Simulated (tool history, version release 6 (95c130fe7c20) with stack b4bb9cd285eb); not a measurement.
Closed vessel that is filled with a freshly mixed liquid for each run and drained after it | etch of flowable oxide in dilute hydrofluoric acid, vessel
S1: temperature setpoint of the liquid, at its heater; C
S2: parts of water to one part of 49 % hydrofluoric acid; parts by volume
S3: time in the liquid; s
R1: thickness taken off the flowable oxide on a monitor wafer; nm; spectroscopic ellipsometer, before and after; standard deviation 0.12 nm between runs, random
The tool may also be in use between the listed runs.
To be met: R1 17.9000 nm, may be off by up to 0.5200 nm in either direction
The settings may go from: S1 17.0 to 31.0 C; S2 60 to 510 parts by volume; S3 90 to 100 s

{"run": 1, "hour": 0.0, "S1": 23.0, "S2": 285, "S3": 90, "R1": 7.7787}
{"run": 2, "hour": 4.1, "S1": 20.5, "S2": 285, "S3": 90, "R1": 7.0433}
{"run": 3, "hour": 8.0, "S1": 20.5, "S2": 285, "S3": 90, "R1": 7.0864}
{"run": 4, "hour": 12.1, "S1": 20.5, "S2": 205, "S3": 90, "R1": 10.559}
{"run": 5, "hour": 17.0, "S1": 21.5, "S2": 200, "S3": 90, "R1": 11.29}
{"run": 6, "hour": 25.5, "S1": 21.5, "S2": 250, "S3": 90, "R1": 8.5621}
{"run": 7, "hour": 33.1, "S1": 22.5, "S2": 240, "S3": 90, "R1": 9.4953}
{"run": 8, "hour": 40.6, "S1": 23.5, "S2": 230, "S3": 90, "R1": 10.185}
{"run": 9, "hour": 42.3, "S1": 27.5, "S2": 135, "S3": 90, "R1": 22.724}
{"run": 10, "hour": 45.1, "S1": 27.0, "S2": 135, "S3": 90, "R1": 22.32}

Below are 5 possible settings for the next run. Only one of them brings all results inside the allowed miss of their targets. Which is it?
{"run": "A", "hour": 47.9, "S1": 26.0, "S2": 165, "S3": 95, "R1": "?"}
{"run": "B", "hour": 47.9, "S1": 26.0, "S2": 110, "S3": 90, "R1": "?"}
{"run": "C", "hour": 47.9, "S1": 29.0, "S2": 120, "S3": 100, "R1": "?"}
{"run": "D", "hour": 47.9, "S1": 29.5, "S2": 160, "S3": 90, "R1": "?"}
{"run": "E", "hour": 47.9, "S1": 25.0, "S2": 165, "S3": 90, "R1": "?"}

move=A R1=18.0940
move=B R1=27.4940
move=C R1=30.9700
move=D R1=20.2050
move=E R1=16.5150
A: hits every target within its allowed miss
B: the biggest miss grows against the last run
C: the biggest miss grows against the last run
D: moves toward the targets from the last run without getting all of them in spec
E: takes the biggest miss from the last run beyond its target
Go with A: it meets all targets.
